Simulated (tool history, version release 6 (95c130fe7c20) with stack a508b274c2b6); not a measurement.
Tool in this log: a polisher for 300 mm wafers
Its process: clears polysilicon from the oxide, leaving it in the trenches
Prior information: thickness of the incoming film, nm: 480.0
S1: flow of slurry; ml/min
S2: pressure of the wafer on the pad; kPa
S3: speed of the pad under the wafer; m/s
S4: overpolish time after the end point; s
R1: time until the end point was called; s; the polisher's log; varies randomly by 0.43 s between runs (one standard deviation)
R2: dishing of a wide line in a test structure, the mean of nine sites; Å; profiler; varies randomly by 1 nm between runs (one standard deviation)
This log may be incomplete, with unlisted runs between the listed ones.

Run 1, hour 0.0: S1 270 ml/min, S2 20.7 kPa, S3 1.02 m/s, S4 24 s. Result: R1 27.535 s, R2 633.01 Å.
Run 2, hour 0.8: S1 270 ml/min, S2 17.9 kPa, S3 1.02 m/s, S4 23 s. Result: R1 31.176 s, R2 634.48 Å.
Run 3, hour 6.7: S1 325 ml/min, S2 17.9 kPa, S3 1.02 m/s, S4 23 s. Result: R1 30.711 s, R2 629.22 Å.
Run 4, hour 15.3: S1 325 ml/min, S2 22.8 kPa, S3 1.02 m/s, S4 23 s. Result: R1 24.407 s, R2 631.22 Å.
Run 5, hour 22.0: S1 330 ml/min, S2 19.3 kPa, S3 1.02 m/s, S4 23 s. Result: R1 28.367 s, R2 632.09 Å.
Run 6, hour 28.6: S1 330 ml/min, S2 19.3 kPa, S3 1.02 m/s, S4 14 s. Result: R1 28.188 s, R2 613.62 Å.
Run 7, hour 29.2: S1 325 ml/min, S2 16.5 kPa, S3 1.02 m/s, S4 15 s. Result: R1 33.212 s, R2 613.84 Å.
Run 8, hour 35.3: S1 325 ml/min, S2 16.5 kPa, S3 1.02 m/s, S4 15 s. Result: R1 33.227 s, R2 606.40 Å.
Run 9, hour 36.1: S1 320 ml/min, S2 15.2 kPa, S3 1.02 m/s, S4 18 s. Result: R1 35.099 s, R2 616.24 Å.

Run 10 has not been measured yet. What should we expect?
Run 10, hour 40.8: S1 315 ml/min, S2 13.8 kPa, S3 1.02 m/s, S4 19 s. Result: R1 ?, R2 ?.

Run 10 gave R1 39.872 s, R2 606.40 Å.

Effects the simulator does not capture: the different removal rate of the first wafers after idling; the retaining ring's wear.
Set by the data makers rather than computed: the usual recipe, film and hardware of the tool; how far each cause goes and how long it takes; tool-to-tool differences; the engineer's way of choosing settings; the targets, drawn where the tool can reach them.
